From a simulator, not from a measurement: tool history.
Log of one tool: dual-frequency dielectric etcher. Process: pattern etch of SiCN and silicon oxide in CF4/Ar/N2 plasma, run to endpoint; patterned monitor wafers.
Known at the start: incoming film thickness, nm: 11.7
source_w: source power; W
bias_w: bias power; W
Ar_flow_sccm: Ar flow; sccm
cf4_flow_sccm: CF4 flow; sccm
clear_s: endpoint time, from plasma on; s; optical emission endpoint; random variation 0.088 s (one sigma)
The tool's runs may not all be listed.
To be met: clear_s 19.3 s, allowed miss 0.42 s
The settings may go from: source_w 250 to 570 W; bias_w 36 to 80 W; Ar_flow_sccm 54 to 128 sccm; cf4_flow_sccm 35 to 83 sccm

run,hour,source_w,bias_w,Ar_flow_sccm,cf4_flow_sccm,clear_s
1,0,410,58,91,59,15.362
2,4.6,410,54,91,59,15.646
3,13.4,410,47,91,59,16.07
4,20.7,410,42,91,59,16.568
5,23.3,470,42,91,59,14.801
6,29.8,440,42,91,59,15.627
7,37,420,42,91,59,16.409
8,41.1,410,42,91,59,16.59
9,49.5,410,42,91,59,16.63
10,58.5,330,41,91,59,19.73
11,62.8,330,41,91,59,19.75

Which of these 4 next moves meets every target?
A,67.1,380,38,105,60,?
B,67.1,310,53,99,73,?
C,67.1,310,42,94,61,?
D,67.1,300,40,86,54,?

move,clear_s
A,18.211
B,19.235
C,20.579
D,21.42
A: takes the result that was furthest off past its target
B: meets every target
C: further off than the last run
D: further off than the last run
Move B is the one to make.
